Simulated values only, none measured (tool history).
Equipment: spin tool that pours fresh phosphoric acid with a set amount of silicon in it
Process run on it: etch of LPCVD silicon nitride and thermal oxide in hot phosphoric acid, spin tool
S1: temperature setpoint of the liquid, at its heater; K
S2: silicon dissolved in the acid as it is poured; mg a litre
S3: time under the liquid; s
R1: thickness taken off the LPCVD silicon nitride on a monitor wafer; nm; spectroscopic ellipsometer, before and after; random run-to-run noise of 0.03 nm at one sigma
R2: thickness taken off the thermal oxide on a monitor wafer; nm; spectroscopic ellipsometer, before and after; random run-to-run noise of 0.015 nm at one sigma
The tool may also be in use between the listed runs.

run 1 day=0.000 | S1=437.15 S2=18.0 S3=180 | R1=16.3630 R2=0.44022
run 2 day=0.100 | S1=436.65 S2=16.5 S3=165 | R1=14.7380 R2=0.44940
run 3 day=0.321 | S1=436.65 S2=16.5 S3=110 | R1=9.8176 R2=0.29108
run 4 day=0.438 | S1=436.65 S2=10.5 S3=110 | R1=9.7856 R2=0.29854
run 5 day=0.571 | S1=436.15 S2=9.5 S3=105 | R1=9.2395 R2=0.29956
run 6 day=0.921 | S1=437.15 S2=9.5 S3=105 | R1=9.5526 R2=0.34375
run 7 day=1.021 | S1=436.65 S2=8.5 S3=100 | R1=8.8967 R2=0.29869
run 8 day=1.383 | S1=434.15 S2=0.0 S3=60 | R1=4.9049 R2=0.16797
run 9 day=1.704 | S1=434.65 S2=0.5 S3=60 | R1=4.9877 R2=0.18061
run 10 day=1.867 | S1=435.15 S2=1.5 S3=60 | R1=5.0950 R2=0.18684
run 11 day=1.992 | S1=435.65 S2=2.5 S3=60 | R1=5.1702 R2=0.16793
run 12 day=2.175 | S1=438.15 S2=0.0 S3=80 | R1=7.4814 R2=0.32023

The next listed run, before its measurement:
run 13 day=2.254 | S1=437.65 S2=0.5 S3=80 | R1=? R2=?

Run 13 yielded R1 7.4000 nm, R2 0.27539 nm.
